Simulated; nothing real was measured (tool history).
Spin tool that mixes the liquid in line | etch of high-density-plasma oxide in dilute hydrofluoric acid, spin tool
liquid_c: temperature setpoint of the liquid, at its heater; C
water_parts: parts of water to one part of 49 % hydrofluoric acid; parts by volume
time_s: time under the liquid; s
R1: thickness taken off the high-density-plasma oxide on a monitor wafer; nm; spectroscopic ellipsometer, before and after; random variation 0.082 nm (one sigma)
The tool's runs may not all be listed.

Run 1, day 0.000: liquid_c 20.0 C, water_parts 240 parts by volume, time_s 265 s. Result: R1 5.9687 nm.
Run 2, day 0.071: liquid_c 20.0 C, water_parts 240 parts by volume, time_s 290 s. Result: R1 6.4771 nm.
Run 3, day 0.279: liquid_c 20.0 C, water_parts 270 parts by volume, time_s 290 s. Result: R1 5.7121 nm.
Run 4, day 0.454: liquid_c 17.0 C, water_parts 270 parts by volume, time_s 290 s. Result: R1 5.0530 nm.
Run 5, day 0.617: liquid_c 20.0 C, water_parts 270 parts by volume, time_s 290 s. Result: R1 5.6213 nm.
Run 6, day 0.896: liquid_c 22.0 C, water_parts 255 parts by volume, time_s 290 s. Result: R1 6.4722 nm.
Run 7, day 1.179: liquid_c 23.5 C, water_parts 240 parts by volume, time_s 290 s. Result: R1 7.4711 nm.
Run 8, day 1.479: liquid_c 24.5 C, water_parts 235 parts by volume, time_s 290 s. Result: R1 7.8741 nm.
Run 9, day 1.675: liquid_c 25.5 C, water_parts 230 parts by volume, time_s 290 s. Result: R1 8.4481 nm.
Run 10, day 1.796: liquid_c 26.0 C, water_parts 225 parts by volume, time_s 290 s. Result: R1 8.8011 nm.

Forecast run 11:
Run 11, day 1.842: liquid_c 26.5 C, water_parts 225 parts by volume, time_s 290 s. Result: R1 ?.

R1: 8.9572 nm

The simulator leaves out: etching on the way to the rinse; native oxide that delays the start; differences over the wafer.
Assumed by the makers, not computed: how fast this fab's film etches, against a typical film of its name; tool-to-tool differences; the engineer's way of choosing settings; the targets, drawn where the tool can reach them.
